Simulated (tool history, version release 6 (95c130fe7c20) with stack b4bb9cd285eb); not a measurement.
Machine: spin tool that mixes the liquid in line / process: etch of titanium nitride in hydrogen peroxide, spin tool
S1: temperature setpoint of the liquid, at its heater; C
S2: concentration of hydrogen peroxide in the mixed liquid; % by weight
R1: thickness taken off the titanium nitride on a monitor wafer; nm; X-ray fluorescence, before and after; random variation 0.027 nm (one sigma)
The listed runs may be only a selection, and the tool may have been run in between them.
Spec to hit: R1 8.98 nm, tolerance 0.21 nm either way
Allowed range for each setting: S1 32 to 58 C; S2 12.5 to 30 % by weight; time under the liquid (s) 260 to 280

Run 1, hour 0: S1 42 C, S2 24.5 % by weight, time under the liquid (s) 260. Result: R1 12.698 nm.
Run 2, hour 5.8: S1 39.5 C, S2 24.5 % by weight, time under the liquid (s) 260. Result: R1 10.463 nm.
Run 3, hour 8.3: S1 38.5 C, S2 24.5 % by weight, time under the liquid (s) 260. Result: R1 9.6445 nm.
Run 4, hour 9.8: S1 43 C, S2 24.5 % by weight, time under the liquid (s) 260. Result: R1 13.727 nm.
Run 5, hour 17.2: S1 42.5 C, S2 24.5 % by weight, time under the liquid (s) 260. Result: R1 13.066 nm.
Run 6, hour 18.3: S1 45.5 C, S2 24.5 % by weight, time under the liquid (s) 260. Result: R1 16.412 nm.
Run 7, hour 22.8: S1 45.5 C, S2 24.5 % by weight, time under the liquid (s) 260. Result: R1 16.532 nm.
Run 8, hour 24.2: S1 44.5 C, S2 24.5 % by weight, time under the liquid (s) 260. Result: R1 15.291 nm.
Run 9, hour 30.5: S1 43.5 C, S2 24.5 % by weight, time under the liquid (s) 260. Result: R1 14.181 nm.
Run 10, hour 35: S1 36.5 C, S2 24.5 % by weight, time under the liquid (s) 260. Result: R1 8.2428 nm.
Run 11, hour 43.5: S1 37 C, S2 24.5 % by weight, time under the liquid (s) 260. Result: R1 8.6031 nm.
Run 12, hour 50.7: S1 37 C, S2 24.5 % by weight, time under the liquid (s) 260. Result: R1 8.5865 nm.

Below are 5 possible settings for the next run. Only one of them brings all results inside the allowed miss of their targets. Which is it?
Run A, hour 57.9: S1 37 C, S2 24 % by weight, time under the liquid (s) 260. Result: R1 ?.
Run B, hour 57.9: S1 38 C, S2 21.5 % by weight, time under the liquid (s) 260. Result: R1 ?.
Run C, hour 57.9: S1 36.5 C, S2 23 % by weight, time under the liquid (s) 260. Result: R1 ?.
Run D, hour 57.9: S1 35.5 C, S2 26 % by weight, time under the liquid (s) 260. Result: R1 ?.
Run E, hour 57.9: S1 36.5 C, S2 25.5 % by weight, time under the liquid (s) 260. Result: R1 ?.

move      R1
   A  8.5455
   B  9.0229
   C  8.1409
   D  7.7266
   E  8.3257
A: lands further from the targets than the last run did
B: hits every target within its allowed miss
C: lands further from the targets than the last run did
D: lands further from the targets than the last run did
E: lands further from the targets than the last run did
Move B is the one to make.
